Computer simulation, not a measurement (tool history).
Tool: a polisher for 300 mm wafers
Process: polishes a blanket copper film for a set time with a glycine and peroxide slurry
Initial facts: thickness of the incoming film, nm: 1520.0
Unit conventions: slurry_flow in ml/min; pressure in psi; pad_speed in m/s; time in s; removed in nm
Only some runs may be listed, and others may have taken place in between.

run 1 hour=0 | slurry_flow=140 pressure=3.2 pad_speed=0.92 time=78 | removed=355.5
run 2 hour=1 | slurry_flow=145 pressure=3.5 pad_speed=0.92 time=78 | removed=381.04
run 3 hour=9.2 | slurry_flow=145 pressure=3.8 pad_speed=0.92 time=78 | removed=406.81
run 4 hour=17.2 | slurry_flow=145 pressure=3.8 pad_speed=0.7 time=78 | removed=317.29
run 5 hour=22.4 | slurry_flow=145 pressure=4.1 pad_speed=0.74 time=78 | removed=351.65
run 6 hour=30.5 | slurry_flow=145 pressure=4.5 pad_speed=0.74 time=78 | removed=377.2
run 7 hour=33.9 | slurry_flow=150 pressure=4.6 pad_speed=0.78 time=78 | removed=414.59
-- hour=37.7 worn pad replaced by a new one
run 8 hour=37.7 | slurry_flow=155 pressure=4.7 pad_speed=0.8 time=78 | removed=477.37

Expected results for the next run?
run 9 hour=42.9 | slurry_flow=160 pressure=4.7 pad_speed=0.8 time=78 | removed=?

For run 9 the tool returned removed 485.16 nm.
